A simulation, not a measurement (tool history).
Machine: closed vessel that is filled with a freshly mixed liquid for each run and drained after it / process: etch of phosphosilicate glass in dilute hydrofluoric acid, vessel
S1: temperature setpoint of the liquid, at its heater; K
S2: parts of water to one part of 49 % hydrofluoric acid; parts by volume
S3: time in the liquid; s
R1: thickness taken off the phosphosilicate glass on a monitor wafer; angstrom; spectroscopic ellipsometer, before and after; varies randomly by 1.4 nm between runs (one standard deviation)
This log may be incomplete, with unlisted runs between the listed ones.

run    day      S1  S2  S3      R1
  1      0  293.15  50  90  2078.8
  2  0.104  296.15  50  90  2346.7
  3  0.288  295.15  50  90  2262.5
  4  0.425  292.65  50  90  2027.2
  5  0.733  292.15  50  90  1999.7
  6  0.779  291.65  50  90  1954.4
  7   0.95  291.15  50  90  1912.3

The next listed run, before its measurement:
  8  1.208  290.65  55  90   ?

Run 8 yielded R1 1682.4 angstrom.
